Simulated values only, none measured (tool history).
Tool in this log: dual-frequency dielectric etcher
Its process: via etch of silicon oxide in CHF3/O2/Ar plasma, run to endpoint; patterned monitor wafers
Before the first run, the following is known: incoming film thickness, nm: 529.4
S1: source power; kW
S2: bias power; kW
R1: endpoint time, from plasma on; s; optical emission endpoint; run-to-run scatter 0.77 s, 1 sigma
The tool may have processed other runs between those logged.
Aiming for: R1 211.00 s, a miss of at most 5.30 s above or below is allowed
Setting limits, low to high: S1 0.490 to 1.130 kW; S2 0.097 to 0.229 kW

run	hour	S1	S2	R1
1	0.0	0.810	0.163	249.41
2	4.0	0.840	0.166	244.44
3	6.3	0.770	0.166	251.06
4	9.7	0.770	0.147	262.75
5	14.5	0.810	0.152	256.62
6	16.6	0.710	0.152	264.53
7	21.1	0.870	0.185	234.19
8	28.1	0.890	0.187	230.52
9	28.8	0.910	0.189	230.31
10	33.1	0.930	0.192	226.57
11	40.4	0.950	0.194	225.72
12	46.6	0.960	0.196	224.75
13	49.1	0.970	0.198	220.97

Exercise: of the 4 proposed moves below, exactly one satisfies all targets within the stated allowed misses. Which move is it?
A	51.6	0.880	0.186	?
B	51.6	0.970	0.154	?
C	51.6	1.090	0.202	?
D	51.6	0.730	0.206	?

move	R1
A	233.54
B	243.37
C	213.31
D	236.27
A: the biggest miss grows against the last run
B: the biggest miss grows against the last run
C: all results land within tolerance of their targets
D: the biggest miss grows against the last run
Answer: C
